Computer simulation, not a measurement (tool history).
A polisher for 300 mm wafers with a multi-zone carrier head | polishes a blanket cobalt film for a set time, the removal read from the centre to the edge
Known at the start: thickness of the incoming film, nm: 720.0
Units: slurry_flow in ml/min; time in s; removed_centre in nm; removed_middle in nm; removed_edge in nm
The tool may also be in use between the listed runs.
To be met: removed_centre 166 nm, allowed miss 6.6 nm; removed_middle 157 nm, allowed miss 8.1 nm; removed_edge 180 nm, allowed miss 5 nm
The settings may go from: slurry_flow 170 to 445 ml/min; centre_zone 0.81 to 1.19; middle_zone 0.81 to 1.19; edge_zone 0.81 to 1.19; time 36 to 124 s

{"run": 1, "hour": 0.0, "slurry_flow": 285, "centre_zone": 1, "middle_zone": 1, "edge_zone": 1, "time": 79, "removed_centre": 291.71, "removed_middle": 271.91, "removed_edge": 269.57}
{"run": 2, "hour": 0.6, "slurry_flow": 285, "centre_zone": 1, "middle_zone": 1, "edge_zone": 0.94, "time": 79, "removed_centre": 286.18, "removed_middle": 267.43, "removed_edge": 265.9}
{"run": 3, "hour": 2.6, "slurry_flow": 285, "centre_zone": 0.93, "middle_zone": 1, "edge_zone": 0.94, "time": 79, "removed_centre": 270.3, "removed_middle": 259.4, "removed_edge": 262.78}
{"run": 4, "hour": 4.6, "slurry_flow": 240, "centre_zone": 0.93, "middle_zone": 1, "edge_zone": 0.94, "time": 79, "removed_centre": 266.02, "removed_middle": 264.27, "removed_edge": 260.94}
{"run": 5, "hour": 5.5, "slurry_flow": 240, "centre_zone": 0.93, "middle_zone": 1, "edge_zone": 0.94, "time": 88, "removed_centre": 300.78, "removed_middle": 295.58, "removed_edge": 285.64}
{"run": 6, "hour": 11.9, "slurry_flow": 185, "centre_zone": 0.93, "middle_zone": 1, "edge_zone": 0.94, "time": 88, "removed_centre": 281.9, "removed_middle": 286.21, "removed_edge": 281.26}
{"run": 7, "hour": 13.1, "slurry_flow": 185, "centre_zone": 0.92, "middle_zone": 0.97, "edge_zone": 0.93, "time": 80, "removed_centre": 248.02, "removed_middle": 246.54, "removed_edge": 252.09}
{"hour": 14.5, "done": "centre zone pressure recalibrated"}
{"run": 8, "hour": 14.5, "slurry_flow": 185, "centre_zone": 0.91, "middle_zone": 0.95, "edge_zone": 0.92, "time": 75, "removed_centre": 223.89, "removed_middle": 232.73, "removed_edge": 237.28}
{"run": 9, "hour": 16.9, "slurry_flow": 170, "centre_zone": 0.99, "middle_zone": 0.85, "edge_zone": 0.98, "time": 53, "removed_centre": 171.06, "removed_middle": 143.3, "removed_edge": 171.51}
{"run": 10, "hour": 18.2, "slurry_flow": 175, "centre_zone": 0.98, "middle_zone": 0.86, "edge_zone": 0.99, "time": 53, "removed_centre": 164.69, "removed_middle": 144.97, "removed_edge": 173.92}
{"run": 11, "hour": 19.4, "slurry_flow": 180, "centre_zone": 0.98, "middle_zone": 0.87, "edge_zone": 0.99, "time": 53, "removed_centre": 165.73, "removed_middle": 154.24, "removed_edge": 172.43}
{"run": 12, "hour": 27.9, "slurry_flow": 185, "centre_zone": 0.98, "middle_zone": 0.87, "edge_zone": 1, "time": 53, "removed_centre": 172.35, "removed_middle": 154.1, "removed_edge": 172.98}

Which of these 4 next moves meets every target?
{"run": "A", "hour": 36.4, "slurry_flow": 170, "centre_zone": 0.87, "middle_zone": 0.81, "edge_zone": 0.84, "time": 60, "removed_centre": "?", "removed_middle": "?", "removed_edge": "?"}
{"run": "B", "hour": 36.4, "slurry_flow": 170, "centre_zone": 0.87, "middle_zone": 0.81, "edge_zone": 0.96, "time": 60, "removed_centre": "?", "removed_middle": "?", "removed_edge": "?"}
{"run": "C", "hour": 36.4, "slurry_flow": 200, "centre_zone": 0.98, "middle_zone": 0.98, "edge_zone": 1.04, "time": 57, "removed_centre": "?", "removed_middle": "?", "removed_edge": "?"}
{"run": "D", "hour": 36.4, "slurry_flow": 170, "centre_zone": 1.15, "middle_zone": 0.82, "edge_zone": 1.03, "time": 52, "removed_centre": "?", "removed_middle": "?", "removed_edge": "?"}

move=A removed_centre=167.61 removed_middle=164.46 removed_edge=178.78
move=B removed_centre=167.61 removed_middle=164.43 removed_edge=190.07
move=C removed_centre=184.72 removed_middle=188.56 removed_edge=191.56
move=D removed_centre=189.21 removed_middle=143.73 removed_edge=170.38
A: meets every target
B: takes the result that was furthest off past its target
C: takes the result that was furthest off past its target
D: further off than the last run
The right move is A.
